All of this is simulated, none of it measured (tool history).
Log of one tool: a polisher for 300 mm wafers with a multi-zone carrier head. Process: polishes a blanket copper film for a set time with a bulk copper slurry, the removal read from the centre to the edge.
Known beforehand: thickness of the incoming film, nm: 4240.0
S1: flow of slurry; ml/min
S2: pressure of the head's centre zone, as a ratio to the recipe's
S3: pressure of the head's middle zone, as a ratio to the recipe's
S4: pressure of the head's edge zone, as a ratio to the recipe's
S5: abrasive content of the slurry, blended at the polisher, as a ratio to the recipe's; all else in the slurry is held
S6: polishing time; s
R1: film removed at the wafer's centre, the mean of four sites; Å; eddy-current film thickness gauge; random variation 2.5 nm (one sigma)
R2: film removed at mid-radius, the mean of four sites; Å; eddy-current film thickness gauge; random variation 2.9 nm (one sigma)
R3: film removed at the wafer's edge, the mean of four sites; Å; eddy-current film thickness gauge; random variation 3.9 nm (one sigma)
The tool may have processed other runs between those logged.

{"run": 1, "hour": 0.0, "S1": 225, "S2": 1.0, "S3": 1.0, "S4": 1.0, "S5": 1.0, "S6": 31, "R1": 3946.3, "R2": 3781.5, "R3": 3829.5}
{"run": 2, "hour": 6.2, "S1": 215, "S2": 0.96, "S3": 1.01, "S4": 0.98, "S5": 0.9, "S6": 31, "R1": 3541.5, "R2": 3718.4, "R3": 3690.2}
{"run": 3, "hour": 7.3, "S1": 215, "S2": 0.96, "S3": 1.01, "S4": 0.98, "S5": 0.75, "S6": 31, "R1": 3493.1, "R2": 3557.3, "R3": 3577.2}
{"run": 4, "hour": 15.9, "S1": 215, "S2": 0.96, "S3": 1.01, "S4": 0.98, "S5": 0.75, "S6": 27, "R1": 2993.4, "R2": 3046.8, "R3": 3028.7}
{"run": 5, "hour": 20.3, "S1": 215, "S2": 0.96, "S3": 1.01, "S4": 0.98, "S5": 0.65, "S6": 27, "R1": 2886.0, "R2": 2993.4, "R3": 3018.7}
{"run": 6, "hour": 21.2, "S1": 220, "S2": 0.94, "S3": 1.03, "S4": 0.99, "S5": 0.65, "S6": 27, "R1": 2816.1, "R2": 3045.9, "R3": 2995.3}
{"run": 7, "hour": 27.7, "S1": 220, "S2": 0.94, "S3": 1.03, "S4": 0.99, "S5": 0.65, "S6": 27, "R1": 2862.3, "R2": 3039.7, "R3": 3026.8}
{"run": 8, "hour": 31.7, "S1": 225, "S2": 0.92, "S3": 1.05, "S4": 1.0, "S5": 0.65, "S6": 27, "R1": 2805.6, "R2": 3076.0, "R3": 3020.7}
{"run": 9, "hour": 40.5, "S1": 225, "S2": 0.9, "S3": 1.07, "S4": 1.01, "S5": 0.65, "S6": 27, "R1": 2720.0, "R2": 3195.9, "R3": 3033.4}
{"run": 10, "hour": 48.6, "S1": 230, "S2": 0.9, "S3": 1.08, "S4": 1.02, "S5": 0.65, "S6": 27, "R1": 2753.6, "R2": 3265.0, "R3": 3103.4}
{"run": 11, "hour": 52.7, "S1": 235, "S2": 0.9, "S3": 1.09, "S4": 1.02, "S5": 0.65, "S6": 27, "R1": 2753.3, "R2": 3218.0, "R3": 3050.5}
{"run": 12, "hour": 53.4, "S1": 235, "S2": 0.89, "S3": 1.1, "S4": 1.03, "S5": 0.65, "S6": 27, "R1": 2721.3, "R2": 3233.8, "R3": 3104.9}

Run 13 is up next; what results do you expect?
{"run": 13, "hour": 56.4, "S1": 235, "S2": 0.89, "S3": 1.11, "S4": 1.03, "S5": 0.65, "S6": 27, "R1": "?", "R2": "?", "R3": "?"}

R1: 2732.5 Å
R2: 3304.9 Å
R3: 3077.2 Å
